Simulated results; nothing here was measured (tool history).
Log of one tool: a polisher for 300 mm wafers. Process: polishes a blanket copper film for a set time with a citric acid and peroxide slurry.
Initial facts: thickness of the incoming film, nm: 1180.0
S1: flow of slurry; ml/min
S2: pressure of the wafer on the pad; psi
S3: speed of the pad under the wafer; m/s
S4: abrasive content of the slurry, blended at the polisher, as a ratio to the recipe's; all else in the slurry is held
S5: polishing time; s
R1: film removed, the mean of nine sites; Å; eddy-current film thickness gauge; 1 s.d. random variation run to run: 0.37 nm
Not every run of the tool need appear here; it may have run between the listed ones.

run    day   S1   S2    S3    S4  S5      R1
  1      0  130  3.7  0.78     1  24  570.45
  2  0.308  130  3.7  0.78   1.2  24  587.66
  3  0.633  130  3.7  0.66   1.2  24  514.96
  4  0.896  130  3.4  0.66   1.2  24  475.07
  5  0.992  130  3.4  0.66  1.05  24  464.53
  6  1.288  130  3.2  0.66  1.05  24  440.12
  7  1.412  130    3  0.66  1.05  24  421.01
  8  1.467  130  2.8  0.66  1.05  24  396.34
  9  1.571  130  2.7  0.66  1.05  24   390.9

Forecast run 10:
 10  1.771  130  2.6  0.66  1.05  24   ?

{"run 10": {"R1": 376.91}}

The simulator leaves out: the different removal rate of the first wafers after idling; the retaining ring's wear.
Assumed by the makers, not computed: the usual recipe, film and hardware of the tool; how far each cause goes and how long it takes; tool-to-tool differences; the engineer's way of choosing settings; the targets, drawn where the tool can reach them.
